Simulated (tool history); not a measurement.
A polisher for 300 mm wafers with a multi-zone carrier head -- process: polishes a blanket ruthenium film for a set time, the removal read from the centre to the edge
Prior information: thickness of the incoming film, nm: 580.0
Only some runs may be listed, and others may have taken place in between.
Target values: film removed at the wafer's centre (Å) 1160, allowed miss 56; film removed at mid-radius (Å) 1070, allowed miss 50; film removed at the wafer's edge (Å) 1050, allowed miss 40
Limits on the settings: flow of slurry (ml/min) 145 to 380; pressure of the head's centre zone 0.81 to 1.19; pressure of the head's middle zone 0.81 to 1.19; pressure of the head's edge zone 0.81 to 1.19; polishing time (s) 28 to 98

run  hour  flow of slurry (ml/min)  pressure of the head's centre zone  pressure of the head's middle zone  pressure of the head's edge zone  polishing time (s)  film removed at the wafer's centre (Å)  film removed at mid-radius (Å)  film removed at the wafer's edge (Å)
  1     0                      245                                   1                                   1                                 1                  63                                  910.91                          846.49                                861.42
  2   1.5                      245                                   1                                   1                                 1                  75                                  1067.4                          1023.8                                1015.6
  3   6.3                      270                                   1                                   1                                 1                  75                                  1067.7                          1019.6                                1028.2
  4    10                      270                                   1                                   1                              1.05                  75                                  1040.2                          1028.7                                1060.2
  5  18.8                      270                                   1                                   1                              1.12                  75                                  1045.4                          1038.9                                1104.5
  6  25.1                      270                                1.01                                1.01                              1.11                  75                                  1070.2                          1040.9                                  1101
  7  27.1                      270                                1.02                                1.02                               1.1                  75                                  1079.4                          1066.4                                1070.2
  8  35.7                      270                                1.03                                1.02                               1.1                  75                                  1092.5                          1060.2                                1103.1

Which one of the following 4 next-run settings gets every result inside its allowed miss? There is exactly one.
  A  44.3                      200                                1.13                                1.08                              1.07                  75                                       ?                               ?                                     ?
  B  44.3                      270                                1.14                                0.98                              1.02                  71                                       ?                               ?                                     ?
  C  44.3                      335                                0.95                                0.88                              1.13                  80                                       ?                               ?                                     ?
  D  44.3                      240                                1.12                                1.15                              1.04                  70                                       ?                               ?                                     ?

move  film removed at the wafer's centre (Å)  film removed at mid-radius (Å)  film removed at the wafer's edge (Å)
   A                                  1121.8                          1071.5                                1038.6
   B                                  1109.4                          964.91                                985.18
   C                                  1071.2                          1013.9                                1187.2
   D                                  1062.5                          1077.4                                969.63
A: every result lands within tolerance
B: takes the biggest miss from the last run beyond its target
C: lands further from the targets than the last run did
D: takes the biggest miss from the last run beyond its target
So the answer is move A, the one that meets all the targets.
